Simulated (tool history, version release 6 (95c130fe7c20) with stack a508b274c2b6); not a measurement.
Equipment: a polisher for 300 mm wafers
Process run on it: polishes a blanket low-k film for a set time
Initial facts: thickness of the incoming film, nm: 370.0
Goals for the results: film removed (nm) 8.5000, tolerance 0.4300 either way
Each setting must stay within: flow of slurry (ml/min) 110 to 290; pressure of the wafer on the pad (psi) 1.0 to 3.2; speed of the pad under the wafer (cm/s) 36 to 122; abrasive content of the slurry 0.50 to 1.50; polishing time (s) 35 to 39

run  hour  flow of slurry (ml/min)  pressure of the wafer on the pad (psi)  speed of the pad under the wafer (cm/s)  abrasive content of the slurry  polishing time (s)  film removed (nm)
  1   0.0                      185                                     2.1                                       78                            1.00                  39            15.8690
  2   4.8                      185                                     2.1                                       86                            1.00                  39            16.9870
  3  13.3                      185                                     2.1                                       86                            0.85                  39            16.2230
  4  20.1                      185                                     2.1                                       70                            0.85                  39            13.8720
  5  21.8                      185                                     1.9                                       68                            0.85                  39            12.7110
  6  30.7                      155                                     1.9                                       68                            0.85                  39            12.0450
  7  32.3                      155                                     1.8                                       68                            0.85                  39            11.6400
  8  36.1                      155                                     1.7                                       68                            0.85                  39            11.0790
  9  42.1                      155                                     1.6                                       68                            0.85                  39            10.7690
 10  50.9                      155                                     1.5                                       68                            0.85                  39             9.9025
 11  52.5                      155                                     1.4                                       68                            0.85                  39             9.4006
 12  54.9                      155                                     1.3                                       68                            0.85                  39             8.9067

Next run, 5 choices. One meets every target within its allowed miss, the rest don't. Which?
  A  57.3                      155                                     1.3                                       76                            0.85                  37                  ?
  B  57.3                      110                                     1.3                                       76                            1.00                  39                  ?
  C  57.3                      155                                     1.9                                       52                            0.85                  39                  ?
  D  57.3                      145                                     1.3                                       80                            0.85                  37                  ?
  E  57.3                      140                                     1.5                                       62                            0.90                  35                  ?

move  film removed (nm)
   A             9.3240
   B             9.6302
   C             9.9397
   D             9.5755
   E             8.4299
A: misses by more than the last run did
B: misses by more than the last run did
C: misses by more than the last run did
D: misses by more than the last run did
E: all results land within tolerance of their targets
Answer: E
